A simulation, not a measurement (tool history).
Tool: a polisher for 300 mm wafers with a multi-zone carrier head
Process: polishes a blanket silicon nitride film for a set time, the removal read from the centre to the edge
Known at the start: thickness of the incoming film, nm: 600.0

| run | day | flow of slurry (ml/min) | pressure of the head's centre zone | pressure of the head's middle zone | pressure of the head's edge zone | polishing time (s) | film removed at the wafer's centre (nm) | film removed at mid-radius (nm) | film removed at the wafer's edge (nm) |
|---|---|---|---|---|---|---|---|---|---|
| 1 | 0.000 | 175 | 1.00 | 1.00 | 1.00 | 51 | 63.416 | 63.475 | 61.342 |
| 2 | 0.179 | 175 | 1.00 | 1.00 | 1.00 | 56 | 69.402 | 69.401 | 68.021 |
| 3 | 0.342 | 210 | 1.00 | 1.00 | 1.00 | 56 | 72.096 | 72.421 | 70.538 |
| 4 | 0.433 | 210 | 0.96 | 1.00 | 1.00 | 56 | 68.444 | 71.914 | 69.861 |
| 5 | 0.625 | 210 | 0.93 | 1.00 | 1.00 | 56 | 66.661 | 71.829 | 68.494 |
| 6 | 0.683 | 210 | 0.93 | 1.00 | 1.00 | 50 | 59.713 | 64.332 | 62.243 |
| 7 | 0.800 | 220 | 0.95 | 0.99 | 1.05 | 52 | 63.701 | 66.578 | 65.192 |
| 8 | 0.950 | 180 | 0.93 | 0.89 | 1.15 | 65 | 75.549 | 75.497 | 84.506 |

Forecast run 9:
| 9 | 1.054 | 175 | 0.93 | 0.89 | 1.14 | 65 | ? | ? | ? |

Run 9 gave film removed at the wafer's centre (nm) 74.728, film removed at mid-radius (nm) 74.722, film removed at the wafer's edge (nm) 84.684.
